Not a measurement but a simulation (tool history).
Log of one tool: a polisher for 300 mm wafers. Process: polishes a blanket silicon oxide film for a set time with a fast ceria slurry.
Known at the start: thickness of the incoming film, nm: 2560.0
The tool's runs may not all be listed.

run	hour	flow of slurry (ml/min)	pressure of the wafer on the pad (psi)	speed of the pad under the wafer (cm/s)	polishing time (s)	film removed (nm)
1	0.0	315	2.9	76	41	510.57
2	0.8	315	2.5	72	41	423.12
3	8.9	315	2.2	68	41	348.83
4	14.0	315	2.0	68	41	319.97
5	21.6	315	2.0	82	41	377.62
6	23.6	390	2.0	82	41	392.59
7	30.7	390	1.8	78	41	333.03
8	38.4	390	1.7	76	41	307.48

Forecast run 9:
9	41.2	390	1.6	74	41	?

{"run 9": {"film removed (nm)": 285.74}}

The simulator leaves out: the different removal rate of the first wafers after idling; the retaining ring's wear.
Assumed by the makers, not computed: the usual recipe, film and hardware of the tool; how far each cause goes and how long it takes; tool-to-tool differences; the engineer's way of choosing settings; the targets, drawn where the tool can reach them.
